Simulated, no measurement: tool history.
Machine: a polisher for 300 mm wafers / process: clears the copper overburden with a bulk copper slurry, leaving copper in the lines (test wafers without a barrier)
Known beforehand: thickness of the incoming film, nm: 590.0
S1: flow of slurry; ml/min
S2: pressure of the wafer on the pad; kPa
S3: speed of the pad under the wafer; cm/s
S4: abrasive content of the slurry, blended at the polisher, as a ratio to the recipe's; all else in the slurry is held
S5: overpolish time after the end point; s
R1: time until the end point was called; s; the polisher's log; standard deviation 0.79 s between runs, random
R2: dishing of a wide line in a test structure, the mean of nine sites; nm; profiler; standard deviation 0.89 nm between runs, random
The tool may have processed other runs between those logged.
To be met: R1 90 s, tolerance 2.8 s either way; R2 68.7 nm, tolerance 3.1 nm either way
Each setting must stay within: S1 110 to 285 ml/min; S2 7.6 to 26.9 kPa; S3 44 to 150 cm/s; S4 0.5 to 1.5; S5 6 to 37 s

run 1 day=0 | S1=180 S2=17.2 S3=96 S4=1 S5=19 | R1=62.087 R2=85.801
run 2 day=0.179 | S1=180 S2=17.2 S3=96 S4=0.8 S5=19 | R1=66.292 R2=82.071
run 3 day=0.55 | S1=180 S2=17.2 S3=80 S4=0.8 S5=19 | R1=79.296 R2=74.524
run 4 day=0.867 | S1=180 S2=14.5 S3=80 S4=0.8 S5=19 | R1=93.316 R2=64.042
run 5 day=0.925 | S1=180 S2=10.3 S3=80 S4=0.8 S5=19 | R1=128.54 R2=48.302
run 6 day=1.217 | S1=185 S2=11 S3=80 S4=0.8 S5=19 | R1=121.13 R2=50.888
run 7 day=1.346 | S1=190 S2=11.7 S3=80 S4=0.8 S5=19 | R1=113.23 R2=55.21
run 8 day=1.4 | S1=200 S2=11.7 S3=80 S4=0.8 S5=19 | R1=112.93 R2=54.392
run 9 day=1.45 | S1=205 S2=12.4 S3=80 S4=0.8 S5=19 | R1=106.13 R2=57.725

Exercise: of the 5 proposed moves below, exactly one satisfies all targets within the stated allowed misses. Which move is it?
run A day=1.5 | S1=195 S2=13.8 S3=86 S4=0.8 S5=18 | R1=? R2=?
run B day=1.5 | S1=180 S2=16.5 S3=74 S4=0.6 S5=24 | R1=? R2=?
run C day=1.5 | S1=205 S2=12.4 S3=94 S4=0.85 S5=13 | R1=? R2=?
run D day=1.5 | S1=205 S2=10.3 S3=82 S4=0.7 S5=18 | R1=? R2=?
run E day=1.5 | S1=270 S2=13.8 S3=86 S4=0.75 S5=20 | R1=? R2=?

move=A R1=90.347 R2=64.747
move=B R1=95.022 R2=78.533
move=C R1=89.804 R2=50.199
move=D R1=127.93 R2=48.137
move=E R1=88.491 R2=70.832
A: meets the target for the result that was furthest off, but another lies outside its allowed miss
B: nearer than the last run, and not there yet
C: meets the target for the result that was furthest off, but another lies outside its allowed miss
D: lands further from the targets than the last run did
E: in spec on every target
So the answer is move E, the one that meets all the targets.
